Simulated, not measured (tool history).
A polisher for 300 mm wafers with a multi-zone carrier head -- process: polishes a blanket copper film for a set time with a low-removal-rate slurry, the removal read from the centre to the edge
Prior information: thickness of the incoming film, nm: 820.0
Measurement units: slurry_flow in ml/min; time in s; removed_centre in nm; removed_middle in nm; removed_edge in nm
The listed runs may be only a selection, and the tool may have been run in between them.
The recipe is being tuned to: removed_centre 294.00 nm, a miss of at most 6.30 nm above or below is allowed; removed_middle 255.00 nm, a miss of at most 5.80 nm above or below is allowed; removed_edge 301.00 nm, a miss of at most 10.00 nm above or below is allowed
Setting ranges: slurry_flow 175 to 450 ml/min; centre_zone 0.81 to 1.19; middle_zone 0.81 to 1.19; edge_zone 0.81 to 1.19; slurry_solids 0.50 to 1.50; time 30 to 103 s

| run | hour | slurry_flow | centre_zone | middle_zone | edge_zone | slurry_solids | time | removed_centre | removed_middle | removed_edge |
|---|---|---|---|---|---|---|---|---|---|---|
| 1 | 0.0 | 290 | 1.00 | 1.00 | 1.00 | 1.00 | 66 | 222.48 | 215.84 | 225.83 |
| 2 | 2.8 | 295 | 1.01 | 1.00 | 1.03 | 1.10 | 67 | 233.77 | 227.24 | 240.68 |
| 3 | 10.6 | 305 | 1.03 | 0.99 | 1.06 | 1.15 | 67 | 244.96 | 228.21 | 256.24 |
| 4 | 14.2 | 335 | 1.03 | 0.99 | 1.06 | 1.15 | 67 | 246.72 | 232.66 | 250.69 |
| 5 | 19.4 | 335 | 1.03 | 0.92 | 1.06 | 1.15 | 67 | 245.93 | 219.71 | 252.77 |
| 6 | 25.2 | 330 | 1.05 | 0.94 | 1.08 | 1.20 | 67 | 254.55 | 224.45 | 258.66 |
| 7 | 33.2 | 330 | 1.06 | 0.95 | 1.10 | 1.25 | 67 | 259.03 | 228.55 | 257.73 |
| 8 | 40.9 | 330 | 1.06 | 0.94 | 1.11 | 1.30 | 68 | 265.62 | 235.96 | 269.09 |
| 9 | 47.9 | 330 | 1.06 | 0.94 | 1.12 | 1.35 | 68 | 269.49 | 235.98 | 277.36 |
| 10 | 51.9 | 335 | 1.06 | 0.94 | 1.13 | 1.40 | 68 | 270.88 | 240.58 | 282.05 |
| 11 | 52.7 | 345 | 1.07 | 0.94 | 1.14 | 1.40 | 68 | 277.03 | 240.91 | 283.91 |
| 12 | 56.0 | 355 | 1.07 | 0.94 | 1.15 | 1.40 | 68 | 273.57 | 238.29 | 279.58 |
| 13 | 57.3 | 350 | 1.07 | 0.94 | 1.16 | 1.40 | 68 | 278.84 | 237.92 | 288.87 |
|  | 61.8 | edge zone pressure recalibrated |
| 14 | 61.8 | 350 | 1.07 | 0.95 | 1.16 | 1.40 | 68 | 276.98 | 242.34 | 276.97 |
| 15 | 67.2 | 345 | 1.07 | 0.95 | 1.16 | 1.40 | 68 | 274.19 | 241.72 | 276.36 |
| 16 | 70.9 | 350 | 1.07 | 0.95 | 1.15 | 1.40 | 68 | 275.33 | 243.07 | 274.97 |
| 17 | 76.3 | 345 | 1.07 | 0.95 | 1.15 | 1.40 | 68 | 278.17 | 242.55 | 276.39 |
| 18 | 82.5 | 345 | 1.07 | 0.95 | 1.15 | 1.40 | 69 | 282.66 | 242.08 | 276.77 |
| 19 | 87.1 | 345 | 1.07 | 0.95 | 1.15 | 1.40 | 70 | 283.88 | 247.14 | 283.30 |

Consider the 4 candidate settings below. Which is the only one whose results all fall within their allowed miss of target?
| A | 91.7 | 370 | 1.04 | 0.91 | 1.16 | 1.30 | 76 | ? | ? | ? |
| B | 91.7 | 295 | 1.09 | 0.97 | 1.13 | 1.50 | 75 | ? | ? | ? |
| C | 91.7 | 400 | 1.07 | 0.82 | 1.14 | 1.00 | 82 | ? | ? | ? |
| D | 91.7 | 300 | 1.16 | 1.05 | 1.17 | 1.40 | 71 | ? | ? | ? |

| move | removed_centre | removed_middle | removed_edge |
|---|---|---|---|
| A | 291.62 | 257.48 | 299.71 |
| B | 307.25 | 273.35 | 298.93 |
| C | 301.05 | 237.04 | 297.92 |
| D | 304.34 | 271.62 | 282.53 |
A: each result inside its tolerance
B: gets the furthest-off result to its target, but another result is out of tolerance
C: gets the furthest-off result to its target, but another result is out of tolerance
D: moves away from the targets compared with the last run
A meets every target.

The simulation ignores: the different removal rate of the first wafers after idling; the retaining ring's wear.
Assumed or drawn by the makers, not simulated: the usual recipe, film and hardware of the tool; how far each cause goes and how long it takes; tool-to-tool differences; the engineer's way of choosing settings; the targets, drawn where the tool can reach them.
